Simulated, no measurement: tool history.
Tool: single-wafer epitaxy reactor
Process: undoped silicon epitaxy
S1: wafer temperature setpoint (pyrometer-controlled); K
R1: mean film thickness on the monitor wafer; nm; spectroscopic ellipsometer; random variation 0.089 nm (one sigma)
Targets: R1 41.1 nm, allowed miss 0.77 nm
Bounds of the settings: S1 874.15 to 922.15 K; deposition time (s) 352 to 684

run 1 hour=0 | S1=898.15 deposition_time_(s)=518 | R1=47.532
run 2 hour=4.5 | S1=897.15 deposition_time_(s)=518 | R1=46.451
run 3 hour=12.8 | S1=891.15 deposition_time_(s)=518 | R1=40.294
run 4 hour=16.7 | S1=886.15 deposition_time_(s)=518 | R1=35.693
run 5 hour=25.1 | S1=895.15 deposition_time_(s)=518 | R1=44.327
-- hour=29.1 pyrometer calibrated
run 6 hour=29.1 | S1=894.15 deposition_time_(s)=518 | R1=46.342
run 7 hour=34.8 | S1=893.15 deposition_time_(s)=518 | R1=45.273
run 8 hour=37.3 | S1=892.15 deposition_time_(s)=518 | R1=44.018
run 9 hour=42.4 | S1=891.15 deposition_time_(s)=518 | R1=43.241

Which of these 5 next moves meets every target?
run A hour=47.5 | S1=893.15 deposition_time_(s)=510 | R1=?
run B hour=47.5 | S1=889.15 deposition_time_(s)=532 | R1=?
run C hour=47.5 | S1=894.15 deposition_time_(s)=484 | R1=?
run D hour=47.5 | S1=894.15 deposition_time_(s)=456 | R1=?
run E hour=47.5 | S1=894.15 deposition_time_(s)=529 | R1=?

move=A R1=44.454
move=B R1=42.11
move=C R1=43.21
move=D R1=40.711
move=E R1=47.228
A: further off than the last run
B: nearer than the last run, and not there yet
C: as far off as the last run
D: meets every target
E: further off than the last run
Answer: D

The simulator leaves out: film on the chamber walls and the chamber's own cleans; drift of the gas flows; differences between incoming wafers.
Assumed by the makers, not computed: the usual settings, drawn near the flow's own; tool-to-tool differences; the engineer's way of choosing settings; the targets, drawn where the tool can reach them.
